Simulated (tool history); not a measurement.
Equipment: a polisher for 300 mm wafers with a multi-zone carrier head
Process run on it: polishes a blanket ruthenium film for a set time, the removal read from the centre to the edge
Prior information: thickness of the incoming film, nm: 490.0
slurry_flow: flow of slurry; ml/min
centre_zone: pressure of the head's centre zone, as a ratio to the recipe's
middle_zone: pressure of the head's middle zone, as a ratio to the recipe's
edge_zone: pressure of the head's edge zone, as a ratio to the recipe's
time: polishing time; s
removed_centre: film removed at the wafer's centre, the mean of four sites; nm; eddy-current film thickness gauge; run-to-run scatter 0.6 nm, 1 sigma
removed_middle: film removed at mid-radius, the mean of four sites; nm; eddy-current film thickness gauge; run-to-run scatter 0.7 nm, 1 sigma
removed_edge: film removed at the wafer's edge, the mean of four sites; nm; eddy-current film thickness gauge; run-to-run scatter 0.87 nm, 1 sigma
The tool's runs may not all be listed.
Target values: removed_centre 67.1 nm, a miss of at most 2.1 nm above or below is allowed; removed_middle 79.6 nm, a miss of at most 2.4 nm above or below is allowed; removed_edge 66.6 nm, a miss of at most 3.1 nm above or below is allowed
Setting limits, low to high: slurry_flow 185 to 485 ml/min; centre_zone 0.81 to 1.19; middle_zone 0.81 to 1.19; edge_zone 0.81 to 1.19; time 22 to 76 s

Run 1, hour 0: slurry_flow 310 ml/min, centre_zone 1, middle_zone 1, edge_zone 1, time 49 s. Result: removed_centre 51.902 nm, removed_middle 53.101 nm, removed_edge 52.402 nm.
Run 2, hour 4.3: slurry_flow 315 ml/min, centre_zone 1, middle_zone 1.02, edge_zone 1, time 50 s. Result: removed_centre 53.121 nm, removed_middle 54.681 nm, removed_edge 53.889 nm.
Run 3, hour 5.4: slurry_flow 315 ml/min, centre_zone 1, middle_zone 1.04, edge_zone 0.99, time 51 s. Result: removed_centre 54.511 nm, removed_middle 57.459 nm, removed_edge 53.93 nm.
Run 4, hour 8.9: slurry_flow 320 ml/min, centre_zone 1, middle_zone 1.06, edge_zone 1, time 52 s. Result: removed_centre 56.595 nm, removed_middle 58.76 nm, removed_edge 56.209 nm.
Run 5, hour 10.7: slurry_flow 320 ml/min, centre_zone 1.07, middle_zone 1.06, edge_zone 1, time 52 s. Result: removed_centre 61.108 nm, removed_middle 58.605 nm, removed_edge 55.05 nm.
Run 6, hour 16.3: slurry_flow 320 ml/min, centre_zone 1.06, middle_zone 1.07, edge_zone 1, time 53 s. Result: removed_centre 61.479 nm, removed_middle 61.645 nm, removed_edge 56.553 nm.
Run 7, hour 24.2: slurry_flow 320 ml/min, centre_zone 1.05, middle_zone 1.08, edge_zone 1, time 54 s. Result: removed_centre 61.412 nm, removed_middle 61.954 nm, removed_edge 57.952 nm.
Run 8, hour 25.7: slurry_flow 325 ml/min, centre_zone 1.04, middle_zone 1.09, edge_zone 0.99, time 55 s. Result: removed_centre 62.2 nm, removed_middle 64.709 nm, removed_edge 58.453 nm.
Run 9, hour 27.4: slurry_flow 375 ml/min, centre_zone 1.01, middle_zone 1.19, edge_zone 1.07, time 60 s. Result: removed_centre 65.282 nm, removed_middle 76.369 nm, removed_edge 66.993 nm.
Run 10, hour 31: slurry_flow 375 ml/min, centre_zone 1.01, middle_zone 1.19, edge_zone 1.06, time 60 s. Result: removed_centre 66.719 nm, removed_middle 77.351 nm, removed_edge 65.126 nm.

Below are 5 possible settings for the next run. Only one of them brings all results inside the allowed miss of their targets. Which is it?
Run A, hour 34.6: slurry_flow 415 ml/min, centre_zone 0.93, middle_zone 1.18, edge_zone 1.1, time 64 s. Result: removed_centre ?, removed_middle ?, removed_edge ?.
Run B, hour 34.6: slurry_flow 400 ml/min, centre_zone 1.04, middle_zone 1.15, edge_zone 1.03, time 61 s. Result: removed_centre ?, removed_middle ?, removed_edge ?.
Run C, hour 34.6: slurry_flow 285 ml/min, centre_zone 0.91, middle_zone 1.19, edge_zone 0.96, time 64 s. Result: removed_centre ?, removed_middle ?, removed_edge ?.
Run D, hour 34.6: slurry_flow 400 ml/min, centre_zone 0.99, middle_zone 1.19, edge_zone 0.99, time 62 s. Result: removed_centre ?, removed_middle ?, removed_edge ?.
Run E, hour 34.6: slurry_flow 315 ml/min, centre_zone 1.04, middle_zone 1.19, edge_zone 1.02, time 58 s. Result: removed_centre ?, removed_middle ?, removed_edge ?.

move  removed_centre  removed_middle  removed_edge
   A          65.256          81.435        73.184
   B          69.397          75.673        67.394
   C          61.606          79.447         66.77
   D          67.137          79.245        67.159
   E          64.572          72.653         62.77
A: corrects the largest miss of the last run, while another result sits out of spec
B: its largest miss is bigger than the last run's
C: corrects the largest miss of the last run, while another result sits out of spec
D: meets every target
E: its largest miss is bigger than the last run's
Answer: D

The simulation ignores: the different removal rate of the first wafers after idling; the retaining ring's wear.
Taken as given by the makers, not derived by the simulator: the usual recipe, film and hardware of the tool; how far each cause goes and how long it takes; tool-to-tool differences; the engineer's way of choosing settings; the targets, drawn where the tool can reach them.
